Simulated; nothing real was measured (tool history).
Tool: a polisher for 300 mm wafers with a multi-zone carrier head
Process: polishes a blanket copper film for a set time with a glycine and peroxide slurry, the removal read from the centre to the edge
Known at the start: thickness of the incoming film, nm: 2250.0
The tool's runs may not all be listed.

run	hour	flow of slurry (ml/min)	pressure of the head's centre zone	pressure of the head's middle zone	pressure of the head's edge zone	polishing time (s)	film removed at the wafer's centre (nm)	film removed at mid-radius (nm)	film removed at the wafer's edge (nm)
1	0	275	1	1	1	90	493.55	497.69	485.79
2	3.2	270	0.99	1	1	90	487.51	503.97	501.33
3	8.3	270	0.98	1	0.99	90	485.66	499.66	493.58
4	14.4	270	0.98	0.94	0.99	90	485.27	478.96	485.41
5	16.8	265	0.97	0.95	0.98	90	477.43	483.2	484.67
6	18.6	260	0.96	0.96	0.97	90	471.39	486.57	485.99
7	23.8	255	0.95	0.97	0.96	90	465.32	487.73	480.2

Run 8 has not been measured yet. What should we expect?
8	27.8	250	0.94	0.98	0.96	90	?	?	?

Run 8 produced film removed at the wafer's centre (nm) 458.22, film removed at mid-radius (nm) 491.53, film removed at the wafer's edge (nm) 482.58.

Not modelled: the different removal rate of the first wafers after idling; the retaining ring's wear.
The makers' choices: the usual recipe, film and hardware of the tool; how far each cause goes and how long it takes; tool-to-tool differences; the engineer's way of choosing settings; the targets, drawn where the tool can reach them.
